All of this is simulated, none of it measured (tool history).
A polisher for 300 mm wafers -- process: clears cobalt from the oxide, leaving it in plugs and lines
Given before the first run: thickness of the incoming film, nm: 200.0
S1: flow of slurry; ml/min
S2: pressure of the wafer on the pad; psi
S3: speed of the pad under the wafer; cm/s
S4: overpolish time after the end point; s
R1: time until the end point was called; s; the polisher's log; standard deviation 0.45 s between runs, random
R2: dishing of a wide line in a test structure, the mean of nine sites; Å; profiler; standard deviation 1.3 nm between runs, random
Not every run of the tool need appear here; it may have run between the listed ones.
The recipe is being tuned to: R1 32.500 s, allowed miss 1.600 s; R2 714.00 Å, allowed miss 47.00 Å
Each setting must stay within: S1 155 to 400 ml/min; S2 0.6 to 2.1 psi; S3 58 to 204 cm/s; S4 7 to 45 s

run 1 day=0.000 | S1=255 S2=1.3 S3=130 S4=23 | R1=42.741 R2=632.77
run 2 day=0.338 | S1=255 S2=1.4 S3=130 S4=23 | R1=40.104 R2=658.08
run 3 day=0.417 | S1=255 S2=1.1 S3=130 S4=23 | R1=51.909 R2=595.18
run 4 day=0.738 | S1=255 S2=1.3 S3=130 S4=23 | R1=43.307 R2=651.08
run 5 day=0.838 | S1=255 S2=1.4 S3=130 S4=22 | R1=40.713 R2=631.45
run 6 day=0.962 | S1=295 S2=1.4 S3=130 S4=22 | R1=40.465 R2=645.30
-- day=1.296 head pressure recalibrated
run 7 day=1.296 | S1=295 S2=1.5 S3=130 S4=22 | R1=39.488 R2=662.30
run 8 day=1.529 | S1=285 S2=1.6 S3=130 S4=22 | R1=37.530 R2=658.79

Which one of the following 5 next-run settings gets every result inside its allowed miss? There is exactly one.
run A day=1.762 | S1=260 S2=1.7 S3=148 S4=33 | R1=? R2=?
run B day=1.762 | S1=385 S2=1.8 S3=148 S4=30 | R1=? R2=?
run C day=1.762 | S1=275 S2=1.7 S3=148 S4=39 | R1=? R2=?
run D day=1.762 | S1=230 S2=1.6 S3=162 S4=23 | R1=? R2=?
run E day=1.762 | S1=305 S2=1.9 S3=144 S4=26 | R1=? R2=?

move=A R1=32.041 R2=822.11
move=B R1=29.372 R2=820.02
move=C R1=31.880 R2=852.06
move=D R1=32.173 R2=732.80
move=E R1=28.916 R2=792.13
A: brings the result that was furthest off to its target, and leaves another outside
B: moves the result that the last run missed by most past its target, out the other side
C: brings the result that was furthest off to its target, and leaves another outside
D: every result lands within tolerance
E: moves the result that the last run missed by most past its target, out the other side
Move D is the one to make.

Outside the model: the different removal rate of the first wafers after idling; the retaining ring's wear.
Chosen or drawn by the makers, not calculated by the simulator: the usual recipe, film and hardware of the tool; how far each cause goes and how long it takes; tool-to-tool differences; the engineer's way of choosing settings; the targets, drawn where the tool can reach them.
